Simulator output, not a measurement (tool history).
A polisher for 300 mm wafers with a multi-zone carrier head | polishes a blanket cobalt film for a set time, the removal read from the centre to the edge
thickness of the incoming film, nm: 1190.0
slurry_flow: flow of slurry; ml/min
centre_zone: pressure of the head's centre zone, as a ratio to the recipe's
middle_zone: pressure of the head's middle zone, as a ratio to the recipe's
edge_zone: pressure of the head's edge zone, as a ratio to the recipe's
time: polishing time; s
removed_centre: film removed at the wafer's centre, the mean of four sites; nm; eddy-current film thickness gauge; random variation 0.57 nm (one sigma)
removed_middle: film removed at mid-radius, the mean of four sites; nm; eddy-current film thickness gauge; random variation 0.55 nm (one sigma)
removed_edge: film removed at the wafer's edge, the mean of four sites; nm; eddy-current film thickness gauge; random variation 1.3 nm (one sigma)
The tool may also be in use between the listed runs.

Run 1, hour 0: slurry_flow 205 ml/min, centre_zone 1, middle_zone 1, edge_zone 1, time 44 s. Result: removed_centre 119.04 nm, removed_middle 117.19 nm, removed_edge 116.99 nm.
Run 2, hour 5.3: slurry_flow 195 ml/min, centre_zone 0.98, middle_zone 0.96, edge_zone 0.97, time 43 s. Result: removed_centre 112.16 nm, removed_middle 111.71 nm, removed_edge 112.59 nm.
Run 3, hour 13.3: slurry_flow 190 ml/min, centre_zone 0.98, middle_zone 0.93, edge_zone 0.96, time 41 s. Result: removed_centre 107.03 nm, removed_middle 101.99 nm, removed_edge 105.53 nm.
Run 4, hour 22: slurry_flow 180 ml/min, centre_zone 0.97, middle_zone 0.9, edge_zone 0.94, time 41 s. Result: removed_centre 103.79 nm, removed_middle 98.839 nm, removed_edge 100.25 nm.
Run 5, hour 30.1: slurry_flow 180 ml/min, centre_zone 0.97, middle_zone 0.9, edge_zone 0.86, time 41 s. Result: removed_centre 105.22 nm, removed_middle 99.268 nm, removed_edge 98.815 nm.
Run 6, hour 36.2: slurry_flow 180 ml/min, centre_zone 0.97, middle_zone 0.9, edge_zone 0.86, time 31 s. Result: removed_centre 78.438 nm, removed_middle 73.604 nm, removed_edge 74.359 nm.
Run 7, hour 37.3: slurry_flow 200 ml/min, centre_zone 0.99, middle_zone 0.92, edge_zone 0.92, time 31 s. Result: removed_centre 83.138 nm, removed_middle 77.45 nm, removed_edge 77.579 nm.
Run 8, hour 43.4: slurry_flow 215 ml/min, centre_zone 0.99, middle_zone 0.92, edge_zone 0.98, time 31 s. Result: removed_centre 83.233 nm, removed_middle 77.329 nm, removed_edge 80.743 nm.

Run 9 comes next. What will it give?
At hour 48.1: worn pad replaced by a new one.
Run 9, hour 48.1: slurry_flow 225 ml/min, centre_zone 1, middle_zone 0.94, edge_zone 1.02, time 31 s. Result: removed_centre ?, removed_middle ?, removed_edge ?.

{"run 9": {"removed_centre": 92.256, "removed_middle": 85.926, "removed_edge": 89.126}}

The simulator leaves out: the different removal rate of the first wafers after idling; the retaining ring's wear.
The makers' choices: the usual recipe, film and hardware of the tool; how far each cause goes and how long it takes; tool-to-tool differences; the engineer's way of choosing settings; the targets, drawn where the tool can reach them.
